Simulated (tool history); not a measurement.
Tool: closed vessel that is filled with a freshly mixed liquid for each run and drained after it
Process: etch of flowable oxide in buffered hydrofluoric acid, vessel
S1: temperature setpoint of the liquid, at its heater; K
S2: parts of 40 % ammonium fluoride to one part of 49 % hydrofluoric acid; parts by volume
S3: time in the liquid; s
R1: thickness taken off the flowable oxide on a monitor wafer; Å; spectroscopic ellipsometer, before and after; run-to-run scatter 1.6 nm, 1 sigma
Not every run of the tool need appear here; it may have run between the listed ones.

Run 1, hour 0: S1 295.15 K, S2 16.5 parts by volume, S3 90 s. Result: R1 1736.2 Å.
Run 2, hour 7.5: S1 295.15 K, S2 16.5 parts by volume, S3 95 s. Result: R1 1812 Å.
Run 3, hour 13.5: S1 295.65 K, S2 16.5 parts by volume, S3 95 s. Result: R1 1866.4 Å.
Run 4, hour 20: S1 295.65 K, S2 16.5 parts by volume, S3 95 s. Result: R1 1850.7 Å.
Run 5, hour 24.5: S1 295.65 K, S2 19 parts by volume, S3 95 s. Result: R1 1629.7 Å.
Run 6, hour 28.8: S1 296.65 K, S2 19 parts by volume, S3 95 s. Result: R1 1740.8 Å.
Run 7, hour 36.4: S1 297.65 K, S2 19 parts by volume, S3 95 s. Result: R1 1811.7 Å.
Run 8, hour 43.8: S1 298.65 K, S2 19 parts by volume, S3 95 s. Result: R1 1925 Å.
Run 9, hour 48.6: S1 299.15 K, S2 19 parts by volume, S3 95 s. Result: R1 1962.8 Å.
Run 10, hour 57.5: S1 299.15 K, S2 19 parts by volume, S3 95 s. Result: R1 1958.3 Å.

Forecast run 11:
Run 11, hour 59.9: S1 299.65 K, S2 19 parts by volume, S3 95 s. Result: R1 ?.

For run 11 the tool returned R1 2024 Å.
